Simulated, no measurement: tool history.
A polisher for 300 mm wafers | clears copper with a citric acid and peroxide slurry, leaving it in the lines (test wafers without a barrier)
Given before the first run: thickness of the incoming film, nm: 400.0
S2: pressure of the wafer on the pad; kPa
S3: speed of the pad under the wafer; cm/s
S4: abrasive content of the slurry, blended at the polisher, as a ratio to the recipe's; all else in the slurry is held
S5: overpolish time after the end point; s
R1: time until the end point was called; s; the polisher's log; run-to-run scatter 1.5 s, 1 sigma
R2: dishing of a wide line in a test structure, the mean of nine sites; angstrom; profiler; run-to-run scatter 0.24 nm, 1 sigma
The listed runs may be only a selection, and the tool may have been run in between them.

{"run": 1, "hour": 0.0, "flow of slurry (ml/min)": 215, "S2": 26.2, "S3": 100, "S4": 1, "S5": 17, "R1": 160.04, "R2": 300.65}
{"run": 2, "hour": 8.8, "flow of slurry (ml/min)": 215, "S2": 26.2, "S3": 102, "S4": 1, "S5": 15, "R1": 158.67, "R2": 283.03}
{"run": 3, "hour": 14.7, "flow of slurry (ml/min)": 225, "S2": 26.2, "S3": 102, "S4": 1.05, "S5": 14, "R1": 155.79, "R2": 272.16}
{"run": 4, "hour": 23.4, "flow of slurry (ml/min)": 225, "S2": 29.6, "S3": 102, "S4": 1.05, "S5": 14, "R1": 143.1, "R2": 281.11}
{"run": 5, "hour": 31.4, "flow of slurry (ml/min)": 235, "S2": 31, "S3": 98, "S4": 1.1, "S5": 13, "R1": 143.98, "R2": 267.25}
{"run": 6, "hour": 33.5, "flow of slurry (ml/min)": 235, "S2": 26.9, "S3": 98, "S4": 1.1, "S5": 13, "R1": 159.54, "R2": 244.81}
{"run": 7, "hour": 40.2, "flow of slurry (ml/min)": 245, "S2": 30.3, "S3": 104, "S4": 1.1, "S5": 5, "R1": 136.63, "R2": 117.54}
{"run": 8, "hour": 44.2, "flow of slurry (ml/min)": 235, "S2": 29, "S3": 112, "S4": 1.2, "S5": 9, "R1": 131.17, "R2": 214.37}
{"run": 9, "hour": 52.4, "flow of slurry (ml/min)": 290, "S2": 30.3, "S3": 106, "S4": 1.1, "S5": 8, "R1": 129.54, "R2": 191.87}
{"run": 10, "hour": 55.9, "flow of slurry (ml/min)": 285, "S2": 30.3, "S3": 106, "S4": 1.1, "S5": 8, "R1": 131.94, "R2": 194.27}
{"run": 11, "hour": 60.9, "flow of slurry (ml/min)": 280, "S2": 30.3, "S3": 106, "S4": 1.1, "S5": 8, "R1": 134.3, "R2": 191.48}
{"run": 12, "hour": 68.5, "flow of slurry (ml/min)": 275, "S2": 30.3, "S3": 106, "S4": 1.1, "S5": 8, "R1": 133.37, "R2": 184.53}

Forecast run 13:
{"run": 13, "hour": 75.2, "flow of slurry (ml/min)": 270, "S2": 30.3, "S3": 106, "S4": 1.1, "S5": 8, "R1": "?", "R2": "?"}

For run 13 the tool returned R1 131.53 s, R2 186.68 angstrom.
